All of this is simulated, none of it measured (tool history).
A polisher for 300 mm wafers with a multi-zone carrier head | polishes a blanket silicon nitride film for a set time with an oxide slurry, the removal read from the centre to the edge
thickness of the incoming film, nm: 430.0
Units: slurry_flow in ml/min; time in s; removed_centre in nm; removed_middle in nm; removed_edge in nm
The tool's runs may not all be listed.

run  hour  slurry_flow  centre_zone  middle_zone  edge_zone  slurry_solids  time  removed_centre  removed_middle  removed_edge
  1   0.0          295         1.00         1.00       1.00           1.00    57          41.117          40.339        40.889
  2   3.8          300         1.01         1.02       1.02           1.05    57          42.151          42.046        42.401
  3   6.2          300         1.01         0.96       1.02           1.05    57          41.968          39.095        42.527
  4   9.5          305         1.02         0.99       1.04           1.10    57          43.864          41.369        44.358
  5  10.7          375         1.02         0.99       1.04           1.10    57          44.396          42.075        44.979
  6  14.1          375         1.02         0.99       1.12           1.10    57          44.262          41.909        45.772
  7  20.4          375         1.02         1.01       1.12           1.15    57          45.526          43.698        47.814
  8  24.0          415         1.06         1.11       1.07           1.20    57          47.886          48.419        46.433
  9  28.3          415         1.06         1.12       1.08           1.20    57          48.469          48.368        46.774

Run 10 comes next. What will it give?
 10  31.1          415         1.05         1.13       1.09           1.20    57               ?               ?             ?

{"run 10": {"removed_centre": 47.482, "removed_middle": 49.025, "removed_edge": 47.241}}

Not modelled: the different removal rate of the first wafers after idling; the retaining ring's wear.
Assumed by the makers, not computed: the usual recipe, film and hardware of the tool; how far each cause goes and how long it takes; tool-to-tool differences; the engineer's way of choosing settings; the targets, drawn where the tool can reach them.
